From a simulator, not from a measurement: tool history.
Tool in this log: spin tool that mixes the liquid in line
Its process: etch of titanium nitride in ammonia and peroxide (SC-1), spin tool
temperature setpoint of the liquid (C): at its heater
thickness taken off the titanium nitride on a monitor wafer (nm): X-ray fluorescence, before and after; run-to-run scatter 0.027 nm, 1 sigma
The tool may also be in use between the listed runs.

run,hour,temperature setpoint of the liquid (C),parts of water to one part of 30 % peroxide (parts by volume),parts of 29 % ammonia solution to one part of 30 % peroxide (parts by volume),time under the liquid (s),thickness taken off the titanium nitride on a monitor wafer (nm)
1,0,58,19.5,0.65,35,4.3808
2,7.8,58,19.5,0.5,35,4.2459
3,10,57,19.5,0.5,35,3.8045
4,13.9,56.5,19.5,0.5,35,3.7973
# hour 16.4: new drum of ammonia solution connected
5,16.4,56.5,19.5,0.5,35,3.8044
6,23.2,56.5,19.5,0.5,35,3.8392
7,29.3,56.5,19.5,0.5,35,3.8998
8,32,55.5,19.5,0.5,35,3.5546
9,36.4,55,19.5,0.5,35,3.4486
10,38.6,54.5,19.5,0.5,35,3.2735
11,39.4,54,19.5,0.5,35,3.2134
12,47.2,53.5,19.5,0.5,35,3.1609

What will run 13 give?
13,52.2,53,19.5,0.5,35,?

Run 13 yielded thickness taken off the titanium nitride on a monitor wafer (nm) 2.9934.
